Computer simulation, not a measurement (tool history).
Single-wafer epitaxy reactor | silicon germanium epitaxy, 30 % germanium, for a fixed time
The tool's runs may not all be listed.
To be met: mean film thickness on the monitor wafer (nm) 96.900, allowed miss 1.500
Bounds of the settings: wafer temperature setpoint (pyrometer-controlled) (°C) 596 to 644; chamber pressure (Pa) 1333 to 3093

run    day  wafer temperature setpoint (pyrometer-controlled) (°C)  chamber pressure (Pa)  mean film thickness on the monitor wafer (nm)
  1  0.000                                                     620                   2213                                         81.744
  2  0.038                                                     609                   2213                                         66.493
  3  0.362                                                     613                   2213                                         71.933
  4  0.667                                                     619                   2213                                         80.271
  5  0.988                                                     621                   2213                                         83.447
  6  1.125                                                     616                   2213                                         76.216
  7  1.396                                                     618                   2213                                         78.417
  8  1.683                                                     620                   2213                                         81.922
  9  2.033                                                     631                   2226                                        100.220
 10  2.096                                                     630                   2226                                         98.774
     2.250  -- pyrometer calibrated
 11  2.250                                                     629                   2226                                         92.794
 12  2.354                                                     629                   2226                                         92.477
 13  2.583                                                     630                   2226                                         94.429

5 next moves are on the table. One of them brings every result within its allowed miss. Which?
  A  2.812                                                     634                   2226                                              ?
  B  2.812                                                     635                   2133                                              ?
  C  2.812                                                     631                   2440                                              ?
  D  2.812                                                     634                   2066                                              ?
  E  2.812                                                     630                   2560                                              ?

move  mean film thickness on the monitor wafer (nm)
   A                                        101.430
   B                                        101.140
   C                                        100.400
   D                                         97.825
   E                                        100.860
A: takes the result that was furthest off past its target
B: takes the result that was furthest off past its target
C: takes the result that was furthest off past its target
D: meets every target
E: takes the result that was furthest off past its target
The right move is D.

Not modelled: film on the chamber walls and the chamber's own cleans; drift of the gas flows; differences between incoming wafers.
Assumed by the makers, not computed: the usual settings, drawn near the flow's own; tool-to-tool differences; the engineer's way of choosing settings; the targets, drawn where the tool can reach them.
